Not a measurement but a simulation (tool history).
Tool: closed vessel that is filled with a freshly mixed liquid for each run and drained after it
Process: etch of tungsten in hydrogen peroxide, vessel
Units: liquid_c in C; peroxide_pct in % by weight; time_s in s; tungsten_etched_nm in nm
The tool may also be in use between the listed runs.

run,hour,liquid_c,peroxide_pct,time_s,tungsten_etched_nm
1,0.0,44.0,22.5,105,94.025
2,2.6,49.0,22.5,105,128.850
3,11.3,49.0,22.5,110,133.890
4,13.3,49.0,20.0,110,127.360
5,15.0,46.5,20.0,110,107.740
6,19.1,45.0,20.0,110,98.118
7,27.5,43.5,20.0,110,90.246
8,31.4,42.5,20.0,110,84.063
9,35.4,41.5,20.0,110,79.193
10,36.6,41.0,20.0,110,76.994
11,40.9,40.5,20.0,110,74.393

For run 12, what comes out?
12,44.9,40.0,20.0,110,?

tungsten_etched_nm: 71.625 nm
